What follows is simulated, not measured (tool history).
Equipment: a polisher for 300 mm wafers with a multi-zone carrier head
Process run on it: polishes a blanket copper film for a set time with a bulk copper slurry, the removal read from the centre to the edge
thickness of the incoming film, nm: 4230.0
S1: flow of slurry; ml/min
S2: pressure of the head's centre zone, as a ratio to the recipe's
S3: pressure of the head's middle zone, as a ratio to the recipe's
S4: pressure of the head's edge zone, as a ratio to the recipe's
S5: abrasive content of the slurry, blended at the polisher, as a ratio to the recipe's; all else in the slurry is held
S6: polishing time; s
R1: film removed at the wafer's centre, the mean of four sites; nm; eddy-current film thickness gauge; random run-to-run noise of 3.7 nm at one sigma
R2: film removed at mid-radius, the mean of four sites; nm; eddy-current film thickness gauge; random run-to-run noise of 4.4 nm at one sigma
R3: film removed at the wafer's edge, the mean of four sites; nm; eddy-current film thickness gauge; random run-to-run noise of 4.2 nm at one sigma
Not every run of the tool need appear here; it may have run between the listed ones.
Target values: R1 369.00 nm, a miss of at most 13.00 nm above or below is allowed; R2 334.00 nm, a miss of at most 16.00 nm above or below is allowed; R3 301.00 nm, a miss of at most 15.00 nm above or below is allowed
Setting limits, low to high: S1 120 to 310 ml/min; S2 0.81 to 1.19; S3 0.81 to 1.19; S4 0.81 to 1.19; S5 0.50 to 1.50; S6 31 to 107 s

Run 1, hour 0.0: S1 200 ml/min, S2 1.00, S3 1.00, S4 1.00, S5 1.00, S6 69 s. Result: R1 594.53 nm, R2 624.24 nm, R3 580.90 nm.
Run 2, hour 3.7: S1 200 ml/min, S2 1.01, S3 0.99, S4 0.98, S5 0.95, S6 65 s. Result: R1 556.45 nm, R2 571.55 nm, R3 550.13 nm.
Run 3, hour 8.1: S1 200 ml/min, S2 1.04, S3 0.99, S4 0.98, S5 0.95, S6 65 s. Result: R1 585.19 nm, R2 568.42 nm, R3 542.66 nm.
Run 4, hour 9.6: S1 200 ml/min, S2 1.04, S3 0.99, S4 0.98, S5 0.75, S6 65 s. Result: R1 554.81 nm, R2 538.01 nm, R3 524.13 nm.
Run 5, hour 10.8: S1 200 ml/min, S2 1.05, S3 1.00, S4 0.97, S5 0.70, S6 61 s. Result: R1 513.09 nm, R2 504.37 nm, R3 490.24 nm.
Run 6, hour 18.8: S1 200 ml/min, S2 1.07, S3 1.01, S4 0.95, S5 0.70, S6 57 s. Result: R1 490.34 nm, R2 474.26 nm, R3 450.94 nm.
Run 7, hour 24.2: S1 200 ml/min, S2 1.13, S3 1.00, S4 0.85, S5 0.50, S6 38 s. Result: R1 327.37 nm, R2 302.47 nm, R3 271.59 nm.
Run 8, hour 29.6: S1 205 ml/min, S2 1.14, S3 1.01, S4 0.86, S5 0.50, S6 38 s. Result: R1 329.46 nm, R2 311.34 nm, R3 272.26 nm.
Run 9, hour 37.2: S1 210 ml/min, S2 1.15, S3 1.01, S4 0.87, S5 0.50, S6 38 s. Result: R1 332.24 nm, R2 311.24 nm, R3 271.14 nm.
Run 10, hour 42.8: S1 210 ml/min, S2 1.15, S3 1.01, S4 0.88, S5 0.50, S6 38 s. Result: R1 329.67 nm, R2 308.16 nm, R3 274.44 nm.
Run 11, hour 45.1: S1 210 ml/min, S2 1.15, S3 1.01, S4 0.88, S5 0.55, S6 38 s. Result: R1 330.08 nm, R2 310.58 nm, R3 280.04 nm.
Run 12, hour 48.3: S1 210 ml/min, S2 1.15, S3 1.01, S4 0.87, S5 0.55, S6 39 s. Result: R1 342.41 nm, R2 320.59 nm, R3 290.74 nm.
Run 13, hour 54.5: S1 210 ml/min, S2 1.16, S3 1.01, S4 0.86, S5 0.55, S6 39 s. Result: R1 347.80 nm, R2 324.67 nm, R3 279.98 nm.
Run 14, hour 57.6: S1 210 ml/min, S2 1.16, S3 1.01, S4 0.87, S5 0.55, S6 39 s. Result: R1 348.51 nm, R2 319.77 nm, R3 285.75 nm.
Run 15, hour 60.7: S1 210 ml/min, S2 1.16, S3 1.01, S4 0.87, S5 0.55, S6 39 s. Result: R1 350.84 nm, R2 323.71 nm, R3 280.11 nm.
Run 16, hour 69.4: S1 210 ml/min, S2 1.16, S3 1.01, S4 0.88, S5 0.55, S6 39 s. Result: R1 349.48 nm, R2 321.93 nm, R3 284.92 nm.
Run 17, hour 71.7: S1 210 ml/min, S2 1.16, S3 1.01, S4 0.89, S5 0.55, S6 39 s. Result: R1 349.12 nm, R2 313.77 nm, R3 285.48 nm.
Run 18, hour 77.9: S1 240 ml/min, S2 1.17, S3 1.05, S4 0.92, S5 0.65, S6 40 s. Result: R1 379.87 nm, R2 351.56 nm, R3 303.57 nm.

Exercise: of the 4 proposed moves below, exactly one satisfies all targets within the stated allowed misses. Which move is it?
Run A, hour 84.1: S1 255 ml/min, S2 1.16, S3 1.09, S4 0.90, S5 0.60, S6 42 s. Result: R1 ?, R2 ?, R3 ?.
Run B, hour 84.1: S1 150 ml/min, S2 1.19, S3 1.02, S4 0.89, S5 0.65, S6 41 s. Result: R1 ?, R2 ?, R3 ?.
Run C, hour 84.1: S1 235 ml/min, S2 1.08, S3 1.19, S4 0.91, S5 0.50, S6 40 s. Result: R1 ?, R2 ?, R3 ?.
Run D, hour 84.1: S1 270 ml/min, S2 1.09, S3 1.02, S4 0.95, S5 0.50, S6 40 s. Result: R1 ?, R2 ?, R3 ?.

move      R1      R2      R3
   A  391.31  384.70  323.27
   B  368.34  336.92  303.45
   C  336.03  381.17  298.63
   D  343.96  338.78  308.66
A: moves away from the targets compared with the last run
B: all results in spec
C: moves away from the targets compared with the last run
D: brings the last run's worst result on target, with another outside its allowed miss
So the answer is move B, the one that meets all the targets.
